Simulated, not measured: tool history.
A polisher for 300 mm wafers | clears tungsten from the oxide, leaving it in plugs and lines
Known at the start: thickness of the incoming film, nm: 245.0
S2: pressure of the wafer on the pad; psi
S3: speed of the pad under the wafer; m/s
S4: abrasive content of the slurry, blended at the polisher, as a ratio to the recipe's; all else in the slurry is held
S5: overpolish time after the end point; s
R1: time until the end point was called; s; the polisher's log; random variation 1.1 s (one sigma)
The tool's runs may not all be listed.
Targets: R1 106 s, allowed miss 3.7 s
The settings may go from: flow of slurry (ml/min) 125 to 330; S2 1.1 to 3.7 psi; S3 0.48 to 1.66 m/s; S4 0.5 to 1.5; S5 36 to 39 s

{"run": 1, "day": 0.0, "flow of slurry (ml/min)": 210, "S2": 2.4, "S3": 1.06, "S4": 1, "S5": 36, "R1": 79.234}
{"run": 2, "day": 0.154, "flow of slurry (ml/min)": 210, "S2": 2.8, "S3": 1.06, "S4": 1, "S5": 36, "R1": 70.621}
{"run": 3, "day": 0.212, "flow of slurry (ml/min)": 210, "S2": 2.8, "S3": 1.06, "S4": 0.85, "S5": 36, "R1": 73.456}
{"run": 4, "day": 0.562, "flow of slurry (ml/min)": 255, "S2": 2.8, "S3": 1.06, "S4": 0.85, "S5": 36, "R1": 73.02}
{"run": 5, "day": 0.883, "flow of slurry (ml/min)": 300, "S2": 2.8, "S3": 1.06, "S4": 0.85, "S5": 36, "R1": 70.138}
{"run": 6, "day": 0.988, "flow of slurry (ml/min)": 300, "S2": 2.7, "S3": 1.06, "S4": 0.85, "S5": 36, "R1": 74.074}
{"run": 7, "day": 1.1, "flow of slurry (ml/min)": 285, "S2": 2.1, "S3": 1.04, "S4": 0.85, "S5": 36, "R1": 87.075}
{"run": 8, "day": 1.171, "flow of slurry (ml/min)": 285, "S2": 2, "S3": 1.04, "S4": 0.85, "S5": 36, "R1": 91.232}
{"run": 9, "day": 1.233, "flow of slurry (ml/min)": 285, "S2": 1.9, "S3": 1.04, "S4": 0.85, "S5": 36, "R1": 94.256}
{"run": 10, "day": 1.4, "flow of slurry (ml/min)": 285, "S2": 1.7, "S3": 1.04, "S4": 0.85, "S5": 36, "R1": 100.21}

5 next moves are on the table. One of them brings every result within its allowed miss. Which?
{"run": "A", "day": 1.567, "flow of slurry (ml/min)": 285, "S2": 1.8, "S3": 1.06, "S4": 0.8, "S5": 37, "R1": "?"}
{"run": "B", "day": 1.567, "flow of slurry (ml/min)": 285, "S2": 2.2, "S3": 0.92, "S4": 0.85, "S5": 36, "R1": "?"}
{"run": "C", "day": 1.567, "flow of slurry (ml/min)": 290, "S2": 1.6, "S3": 1.04, "S4": 0.8, "S5": 36, "R1": "?"}
{"run": "D", "day": 1.567, "flow of slurry (ml/min)": 265, "S2": 1.8, "S3": 1.1, "S4": 0.8, "S5": 36, "R1": "?"}
{"run": "E", "day": 1.567, "flow of slurry (ml/min)": 235, "S2": 1.5, "S3": 1.14, "S4": 1.2, "S5": 39, "R1": "?"}

move=A R1=96.408
move=B R1=95.998
move=C R1=105.46
move=D R1=93.687
move=E R1=95.65
A: further off than the last run
B: further off than the last run
C: meets every target
D: further off than the last run
E: further off than the last run
The right move is C.
